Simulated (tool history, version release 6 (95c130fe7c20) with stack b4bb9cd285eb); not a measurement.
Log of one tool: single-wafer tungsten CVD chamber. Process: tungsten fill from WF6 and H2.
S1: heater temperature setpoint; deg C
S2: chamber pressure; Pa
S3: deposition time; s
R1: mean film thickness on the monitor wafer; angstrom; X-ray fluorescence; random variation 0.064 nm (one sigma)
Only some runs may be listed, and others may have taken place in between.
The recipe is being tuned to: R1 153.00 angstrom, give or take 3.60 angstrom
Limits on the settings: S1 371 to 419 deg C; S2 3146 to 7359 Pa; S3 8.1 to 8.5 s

| run | hour | S1 | S2 | S3 | R1 |
|---|---|---|---|---|---|
| 1 | 0.0 | 395 | 5253 | 8.5 | 236.39 |
| 2 | 4.8 | 395 | 5253 | 8.5 | 238.91 |
| 3 | 6.4 | 389 | 5213 | 8.5 | 213.18 |
| 4 | 12.1 | 395 | 5213 | 8.5 | 237.59 |
| 5 | 14.8 | 388 | 5160 | 8.5 | 211.48 |
| 6 | 18.5 | 383 | 4973 | 8.5 | 189.74 |
| 7 | 23.3 | 380 | 4920 | 8.5 | 180.03 |
| 8 | 30.9 | 378 | 4866 | 8.5 | 172.44 |
| 9 | 34.8 | 376 | 4853 | 8.5 | 167.22 |
| 10 | 37.3 | 376 | 4853 | 8.5 | 166.53 |
| 11 | 40.7 | 375 | 4840 | 8.5 | 163.74 |
| 12 | 46.8 | 374 | 4826 | 8.5 | 160.77 |
| 13 | 47.4 | 373 | 4826 | 8.5 | 156.69 |

Which single option among these 4 for the next run brings every result within its allowed miss of target? Just one does.
| A | 48.0 | 371 | 4560 | 8.1 | ? |
| B | 48.0 | 372 | 4640 | 8.2 | ? |
| C | 48.0 | 374 | 4600 | 8.3 | ? |
| D | 48.0 | 378 | 4613 | 8.1 | ? |

| move | R1 |
|---|---|
| A | 142.60 |
| B | 147.82 |
| C | 154.76 |
| D | 162.47 |
A: takes the result that was furthest off past its target
B: takes the result that was furthest off past its target
C: every result lands within tolerance
D: misses by more than the last run did
Go with C: it meets all targets.

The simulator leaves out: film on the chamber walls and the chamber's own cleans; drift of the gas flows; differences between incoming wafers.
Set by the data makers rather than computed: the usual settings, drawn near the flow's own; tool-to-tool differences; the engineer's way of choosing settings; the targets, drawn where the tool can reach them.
